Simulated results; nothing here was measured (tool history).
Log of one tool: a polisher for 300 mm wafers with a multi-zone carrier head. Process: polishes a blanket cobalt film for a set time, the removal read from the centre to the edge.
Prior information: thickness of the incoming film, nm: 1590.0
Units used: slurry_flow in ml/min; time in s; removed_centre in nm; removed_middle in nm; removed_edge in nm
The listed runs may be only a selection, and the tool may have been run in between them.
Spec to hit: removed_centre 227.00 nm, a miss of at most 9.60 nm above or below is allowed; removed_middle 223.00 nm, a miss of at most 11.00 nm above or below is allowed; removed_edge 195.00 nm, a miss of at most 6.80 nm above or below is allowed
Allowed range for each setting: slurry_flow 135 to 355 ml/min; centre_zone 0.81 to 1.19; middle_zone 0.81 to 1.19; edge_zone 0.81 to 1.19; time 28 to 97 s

Run 1, hour 0.0: slurry_flow 225 ml/min, centre_zone 1.00, middle_zone 1.00, edge_zone 1.00, time 62 s. Result: removed_centre 241.48 nm, removed_middle 246.66 nm, removed_edge 227.25 nm.
Run 2, hour 7.1: slurry_flow 225 ml/min, centre_zone 0.95, middle_zone 1.00, edge_zone 1.00, time 62 s. Result: removed_centre 225.25 nm, removed_middle 246.74 nm, removed_edge 226.37 nm.
Run 3, hour 12.3: slurry_flow 225 ml/min, centre_zone 0.95, middle_zone 0.94, edge_zone 1.00, time 62 s. Result: removed_centre 229.63 nm, removed_middle 231.43 nm, removed_edge 228.57 nm.
Run 4, hour 15.6: slurry_flow 225 ml/min, centre_zone 1.03, middle_zone 0.94, edge_zone 1.00, time 62 s. Result: removed_centre 247.31 nm, removed_middle 226.08 nm, removed_edge 225.37 nm.
Run 5, hour 21.1: slurry_flow 225 ml/min, centre_zone 1.03, middle_zone 0.89, edge_zone 1.00, time 62 s. Result: removed_centre 242.47 nm, removed_middle 223.56 nm, removed_edge 230.69 nm.
Run 6, hour 22.2: slurry_flow 220 ml/min, centre_zone 1.03, middle_zone 0.92, edge_zone 0.96, time 61 s. Result: removed_centre 239.68 nm, removed_middle 222.61 nm, removed_edge 219.32 nm.
Run 7, hour 30.0: slurry_flow 215 ml/min, centre_zone 1.03, middle_zone 0.94, edge_zone 0.93, time 60 s. Result: removed_centre 234.54 nm, removed_middle 220.16 nm, removed_edge 209.46 nm.
Run 8, hour 37.4: slurry_flow 210 ml/min, centre_zone 1.03, middle_zone 0.95, edge_zone 0.91, time 60 s. Result: removed_centre 234.97 nm, removed_middle 221.78 nm, removed_edge 207.96 nm.
Run 9, hour 41.8: slurry_flow 205 ml/min, centre_zone 1.03, middle_zone 0.96, edge_zone 0.89, time 60 s. Result: removed_centre 235.27 nm, removed_middle 228.97 nm, removed_edge 205.41 nm.

Of the 5 settings listed for the next run, only one would bring every result within its allowed miss of target. Which one?
Run A, hour 46.2: slurry_flow 225 ml/min, centre_zone 1.03, middle_zone 1.00, edge_zone 0.87, time 57 s. Result: removed_centre ?, removed_middle ?, removed_edge ?.
Run B, hour 46.2: slurry_flow 255 ml/min, centre_zone 0.95, middle_zone 1.03, edge_zone 0.89, time 62 s. Result: removed_centre ?, removed_middle ?, removed_edge ?.
Run C, hour 46.2: slurry_flow 190 ml/min, centre_zone 1.05, middle_zone 1.09, edge_zone 0.89, time 62 s. Result: removed_centre ?, removed_middle ?, removed_edge ?.
Run D, hour 46.2: slurry_flow 200 ml/min, centre_zone 0.99, middle_zone 0.94, edge_zone 0.92, time 61 s. Result: removed_centre ?, removed_middle ?, removed_edge ?.
Run E, hour 46.2: slurry_flow 210 ml/min, centre_zone 1.02, middle_zone 1.00, edge_zone 0.86, time 63 s. Result: removed_centre ?, removed_middle ?, removed_edge ?.

move  removed_centre  removed_middle  removed_edge
   A          227.67          220.65        198.15
   B          230.79          248.60        219.06
   C          248.85          254.73        215.11
   D          231.57          222.11        215.68
   E          247.65          242.56        217.09
A: meets every target
B: moves away from the targets compared with the last run
C: moves away from the targets compared with the last run
D: moves away from the targets compared with the last run
E: moves away from the targets compared with the last run
A is the move that brings every result within its allowed miss.
